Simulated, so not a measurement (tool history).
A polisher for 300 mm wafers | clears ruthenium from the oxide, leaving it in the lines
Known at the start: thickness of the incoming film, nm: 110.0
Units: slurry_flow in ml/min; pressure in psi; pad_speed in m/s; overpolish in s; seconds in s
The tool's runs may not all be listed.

Run 1, hour 0: slurry_flow 245 ml/min, pressure 2.1 psi, pad_speed 1.24 m/s, overpolish 9 s. Result: seconds 78.313 s.
Run 2, hour 7: slurry_flow 215 ml/min, pressure 2.1 psi, pad_speed 1.24 m/s, overpolish 9 s. Result: seconds 80.86 s.
Run 3, hour 8.1: slurry_flow 155 ml/min, pressure 2.1 psi, pad_speed 1.24 m/s, overpolish 9 s. Result: seconds 82.986 s.
Run 4, hour 12.7: slurry_flow 155 ml/min, pressure 2 psi, pad_speed 1.24 m/s, overpolish 9 s. Result: seconds 85.553 s.
Run 5, hour 13.4: slurry_flow 155 ml/min, pressure 2.4 psi, pad_speed 1.24 m/s, overpolish 9 s. Result: seconds 74.416 s.
Run 6, hour 14.7: slurry_flow 155 ml/min, pressure 2.4 psi, pad_speed 1.24 m/s, overpolish 9 s. Result: seconds 75.385 s.
Run 7, hour 18.3: slurry_flow 155 ml/min, pressure 2.2 psi, pad_speed 1.22 m/s, overpolish 9 s. Result: seconds 80.065 s.
Run 8, hour 22.3: slurry_flow 155 ml/min, pressure 2 psi, pad_speed 1.2 m/s, overpolish 9 s. Result: seconds 86.563 s.
Run 9, hour 23.7: slurry_flow 155 ml/min, pressure 1.8 psi, pad_speed 1.18 m/s, overpolish 9 s. Result: seconds 98.729 s.

The next listed run, before its measurement:
Run 10, hour 26.1: slurry_flow 155 ml/min, pressure 1.6 psi, pad_speed 1.18 m/s, overpolish 9 s. Result: seconds ?.

seconds: 105.88 s
